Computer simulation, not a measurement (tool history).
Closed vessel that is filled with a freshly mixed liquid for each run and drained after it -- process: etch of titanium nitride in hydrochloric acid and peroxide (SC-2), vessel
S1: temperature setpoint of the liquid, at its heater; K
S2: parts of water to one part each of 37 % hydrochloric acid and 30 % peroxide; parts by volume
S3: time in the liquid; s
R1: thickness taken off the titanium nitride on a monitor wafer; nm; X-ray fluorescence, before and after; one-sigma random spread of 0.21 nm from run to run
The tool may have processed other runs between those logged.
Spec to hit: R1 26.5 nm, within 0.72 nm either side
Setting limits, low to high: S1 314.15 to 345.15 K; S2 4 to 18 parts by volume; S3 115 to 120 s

run,day,S1,S2,S3,R1
1,0,330.15,10,115,7.5687
2,0.217,330.15,13,115,6.0561
3,0.388,332.65,12,115,7.5139
4,0.721,332.65,8.5,115,10.083
5,0.758,332.65,8.5,115,10.095
6,0.988,332.65,7,115,11.736
7,1.354,334.65,7,115,13.442
8,1.546,336.15,7,115,14.595
9,1.812,336.15,7,115,14.738
# day 1.988: chemicals flow meter replaced
10,1.988,337.65,7,115,15.323

Which one of the following 4 next-run settings gets every result inside its allowed miss? There is exactly one.
A,2.162,340.65,4.5,120,?
B,2.162,331.65,10,115,?
C,2.162,330.15,10,115,?
D,2.162,341.65,4.5,120,?

move,R1
A,26.653
B,7.9451
C,7.2223
D,28.296
A: meets every target
B: further off than the last run
C: further off than the last run
D: takes the biggest miss from the last run beyond its target
Answer: A
